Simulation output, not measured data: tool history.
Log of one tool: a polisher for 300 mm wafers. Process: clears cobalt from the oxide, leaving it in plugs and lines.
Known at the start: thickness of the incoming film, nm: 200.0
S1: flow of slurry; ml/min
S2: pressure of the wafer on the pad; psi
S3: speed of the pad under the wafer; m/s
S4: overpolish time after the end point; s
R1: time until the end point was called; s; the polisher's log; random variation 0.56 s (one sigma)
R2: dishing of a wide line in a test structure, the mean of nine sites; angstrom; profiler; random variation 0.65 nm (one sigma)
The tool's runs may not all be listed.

Run 1, hour 0: S1 185 ml/min, S2 1.3 psi, S3 1.02 m/s, S4 20 s. Result: R1 50.031 s, R2 517.79 angstrom.
Run 2, hour 1.1: S1 230 ml/min, S2 1.3 psi, S3 1.02 m/s, S4 20 s. Result: R1 48.121 s, R2 510.41 angstrom.
Run 3, hour 5.8: S1 185 ml/min, S2 1.3 psi, S3 1.02 m/s, S4 20 s. Result: R1 50.21 s, R2 511.19 angstrom.
Run 4, hour 12.9: S1 185 ml/min, S2 1.3 psi, S3 1.02 m/s, S4 24 s. Result: R1 52.557 s, R2 561.16 angstrom.
Run 5, hour 20.5: S1 185 ml/min, S2 1.3 psi, S3 0.78 m/s, S4 24 s. Result: R1 66.563 s, R2 492.84 angstrom.
Run 6, hour 23.3: S1 200 ml/min, S2 1.4 psi, S3 0.78 m/s, S4 20 s. Result: R1 59.852 s, R2 471.46 angstrom.
Run 7, hour 25.8: S1 220 ml/min, S2 1.4 psi, S3 0.82 m/s, S4 17 s. Result: R1 58.913 s, R2 439.85 angstrom.
Run 8, hour 30.8: S1 235 ml/min, S2 1.4 psi, S3 0.88 m/s, S4 15 s. Result: R1 53.38 s, R2 417.5 angstrom.
Run 9, hour 34.3: S1 260 ml/min, S2 1.8 psi, S3 0.92 m/s, S4 6 s. Result: R1 41.743 s, R2 268.86 angstrom.
Run 10, hour 37.4: S1 260 ml/min, S2 1.8 psi, S3 0.94 m/s, S4 7 s. Result: R1 38.577 s, R2 314.96 angstrom.
Run 11, hour 42: S1 260 ml/min, S2 1.8 psi, S3 0.94 m/s, S4 8 s. Result: R1 39.353 s, R2 339.97 angstrom.
Run 12, hour 42.6: S1 260 ml/min, S2 1.8 psi, S3 0.94 m/s, S4 9 s. Result: R1 39.506 s, R2 365.61 angstrom.
At hour 46.6: head pressure recalibrated.
Run 13, hour 46.6: S1 265 ml/min, S2 1.8 psi, S3 0.94 m/s, S4 9 s. Result: R1 43.518 s, R2 335.37 angstrom.
Run 14, hour 53.7: S1 255 ml/min, S2 1.8 psi, S3 0.94 m/s, S4 9 s. Result: R1 42.312 s, R2 339.48 angstrom.

Forecast run 15:
Run 15, hour 60.3: S1 255 ml/min, S2 1.8 psi, S3 0.96 m/s, S4 9 s. Result: R1 ?, R2 ?.

R1: 41.833 s
R2: 357.95 angstrom
